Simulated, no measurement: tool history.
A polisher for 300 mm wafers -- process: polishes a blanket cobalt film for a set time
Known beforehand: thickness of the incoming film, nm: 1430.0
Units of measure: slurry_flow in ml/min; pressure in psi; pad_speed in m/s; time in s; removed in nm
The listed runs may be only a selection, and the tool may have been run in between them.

run  hour  slurry_flow  pressure  pad_speed  time  removed
  1   0.0          120       2.2       1.18    84   662.43
  2   6.3          120       2.5       1.18    84   725.16
  3  10.7          120       2.5       1.18    84   735.60
  4  17.4          135       2.5       1.18    84   768.70
  5  24.9          140       2.5       1.18    84   745.89
  6  26.6          115       2.5       1.18    84   727.00

Run 7 has not been measured yet. What should we expect?
  7  28.4          120       2.6       1.18    84        ?

removed: 766.54 nm
